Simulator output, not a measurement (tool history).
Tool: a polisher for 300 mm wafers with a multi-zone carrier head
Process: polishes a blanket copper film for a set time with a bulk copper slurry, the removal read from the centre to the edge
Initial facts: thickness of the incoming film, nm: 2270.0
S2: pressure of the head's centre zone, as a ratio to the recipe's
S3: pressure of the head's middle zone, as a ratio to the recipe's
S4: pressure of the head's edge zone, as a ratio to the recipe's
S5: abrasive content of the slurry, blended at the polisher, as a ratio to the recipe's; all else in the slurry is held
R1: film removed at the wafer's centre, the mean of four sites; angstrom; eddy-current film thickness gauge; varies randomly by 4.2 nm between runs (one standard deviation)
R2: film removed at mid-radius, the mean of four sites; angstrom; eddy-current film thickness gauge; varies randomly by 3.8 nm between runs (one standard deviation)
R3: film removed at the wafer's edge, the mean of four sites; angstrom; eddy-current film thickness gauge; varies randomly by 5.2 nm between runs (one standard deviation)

run 1 hour=0.0 | flow_of_slurry_(ml/min)=140 S2=1.00 S3=1.00 S4=1.00 S5=1.00 polishing_time_(s)=52 | R1=5884.2 R2=5973.9 R3=5920.5
run 2 hour=7.5 | flow_of_slurry_(ml/min)=140 S2=1.06 S3=1.00 S4=1.00 S5=1.00 polishing_time_(s)=52 | R1=6369.0 R2=6028.9 R3=5941.9
run 3 hour=13.4 | flow_of_slurry_(ml/min)=140 S2=0.98 S3=1.00 S4=1.00 S5=1.00 polishing_time_(s)=52 | R1=5734.0 R2=6009.0 R3=5980.5
run 4 hour=15.8 | flow_of_slurry_(ml/min)=135 S2=1.01 S3=0.98 S4=0.95 S5=0.85 polishing_time_(s)=49 | R1=5389.2 R2=5275.2 R3=5229.3
run 5 hour=17.8 | flow_of_slurry_(ml/min)=135 S2=1.01 S3=0.98 S4=0.89 S5=0.85 polishing_time_(s)=49 | R1=5374.4 R2=5229.7 R3=5171.1
run 6 hour=18.7 | flow_of_slurry_(ml/min)=135 S2=1.01 S3=0.98 S4=0.89 S5=0.85 polishing_time_(s)=42 | R1=4624.4 R2=4510.8 R3=4391.9
run 7 hour=26.4 | flow_of_slurry_(ml/min)=130 S2=1.03 S3=0.97 S4=0.87 S5=0.80 polishing_time_(s)=42 | R1=4585.1 R2=4299.3 R3=4301.7

Forecast run 8:
run 8 hour=28.5 | flow_of_slurry_(ml/min)=130 S2=1.05 S3=0.98 S4=0.85 S5=0.75 polishing_time_(s)=42 | R1=? R2=? R3=?

R1: 4630.5 angstrom
R2: 4254.5 angstrom
R3: 4066.4 angstrom

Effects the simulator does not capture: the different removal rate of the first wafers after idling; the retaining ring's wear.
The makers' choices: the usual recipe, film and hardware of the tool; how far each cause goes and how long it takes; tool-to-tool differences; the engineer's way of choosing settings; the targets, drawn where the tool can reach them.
